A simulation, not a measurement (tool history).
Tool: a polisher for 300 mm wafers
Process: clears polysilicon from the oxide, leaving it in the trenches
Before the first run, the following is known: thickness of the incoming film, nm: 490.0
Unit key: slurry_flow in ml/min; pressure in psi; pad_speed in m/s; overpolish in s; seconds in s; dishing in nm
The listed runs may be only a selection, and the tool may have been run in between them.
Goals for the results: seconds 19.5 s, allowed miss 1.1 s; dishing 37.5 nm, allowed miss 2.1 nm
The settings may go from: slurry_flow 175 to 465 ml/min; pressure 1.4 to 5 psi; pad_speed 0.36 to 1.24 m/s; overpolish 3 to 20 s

{"run": 1, "hour": 0.0, "slurry_flow": 295, "pressure": 3.2, "pad_speed": 0.8, "overpolish": 10, "seconds": 26.991, "dishing": 36.695}
{"run": 2, "hour": 5.7, "slurry_flow": 295, "pressure": 3.2, "pad_speed": 0.8, "overpolish": 7, "seconds": 27.357, "dishing": 35.724}
{"run": 3, "hour": 11.7, "slurry_flow": 295, "pressure": 3.3, "pad_speed": 0.8, "overpolish": 7, "seconds": 26.09, "dishing": 36.782}
{"run": 4, "hour": 15.6, "slurry_flow": 295, "pressure": 3.4, "pad_speed": 0.82, "overpolish": 6, "seconds": 24.724, "dishing": 36.272}
{"run": 5, "hour": 17.4, "slurry_flow": 295, "pressure": 3.5, "pad_speed": 0.82, "overpolish": 6, "seconds": 24.08, "dishing": 35.689}
{"run": 6, "hour": 21.3, "slurry_flow": 295, "pressure": 3.5, "pad_speed": 0.82, "overpolish": 4, "seconds": 24.409, "dishing": 32.211}
{"run": 7, "hour": 21.9, "slurry_flow": 295, "pressure": 3.6, "pad_speed": 0.82, "overpolish": 5, "seconds": 23.415, "dishing": 35.103}
{"run": 8, "hour": 26.5, "slurry_flow": 295, "pressure": 3.7, "pad_speed": 0.82, "overpolish": 5, "seconds": 23.176, "dishing": 35.711}
{"run": 9, "hour": 28.1, "slurry_flow": 295, "pressure": 3.8, "pad_speed": 0.82, "overpolish": 5, "seconds": 22.732, "dishing": 33.822}
{"run": 10, "hour": 35.9, "slurry_flow": 295, "pressure": 3.8, "pad_speed": 0.84, "overpolish": 6, "seconds": 21.96, "dishing": 36.453}
{"run": 11, "hour": 40.1, "slurry_flow": 295, "pressure": 3.9, "pad_speed": 0.84, "overpolish": 6, "seconds": 21.139, "dishing": 35.443}
{"run": 12, "hour": 42.1, "slurry_flow": 295, "pressure": 4, "pad_speed": 0.84, "overpolish": 8, "seconds": 20.835, "dishing": 37.927}

Which single option among these 4 for the next run brings every result within its allowed miss of target? Just one does.
{"run": "A", "hour": 44.1, "slurry_flow": 380, "pressure": 4, "pad_speed": 0.88, "overpolish": 7, "seconds": "?", "dishing": "?"}
{"run": "B", "hour": 44.1, "slurry_flow": 265, "pressure": 4.3, "pad_speed": 0.98, "overpolish": 3, "seconds": "?", "dishing": "?"}
{"run": "C", "hour": 44.1, "slurry_flow": 245, "pressure": 5, "pad_speed": 0.84, "overpolish": 3, "seconds": "?", "dishing": "?"}
{"run": "D", "hour": 44.1, "slurry_flow": 300, "pressure": 3.9, "pad_speed": 0.8, "overpolish": 6, "seconds": "?", "dishing": "?"}

move=A seconds=19.812 dishing=36.809
move=B seconds=17.447 dishing=32.699
move=C seconds=17.199 dishing=32.836
move=D seconds=22.338 dishing=35.892
A: every result within its allowed miss
B: carries the result that was furthest off beyond its target, to the other side
C: carries the result that was furthest off beyond its target, to the other side
D: moves away from the targets compared with the last run
Move A is the one to make.
